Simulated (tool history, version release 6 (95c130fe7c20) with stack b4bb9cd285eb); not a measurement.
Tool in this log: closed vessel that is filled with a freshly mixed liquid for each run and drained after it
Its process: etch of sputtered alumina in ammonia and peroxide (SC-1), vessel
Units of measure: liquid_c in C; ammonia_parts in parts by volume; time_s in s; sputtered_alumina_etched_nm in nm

run,hour,liquid_c,ammonia_parts,time_s,sputtered_alumina_etched_nm
1,0,57,0.6,30,3.5835
2,6.6,55.5,0.6,30,3.3123
3,11.3,55.5,0.6,30,3.3161
4,18.9,54.5,0.6,30,3.1413
5,19.8,54.5,0.7,30,3.1697
6,24,50,0.7,30,2.4999

Run 7 has not been measured yet. What should we expect?
7,27.9,49.5,0.7,30,?

sputtered_alumina_etched_nm: 2.4183 nm
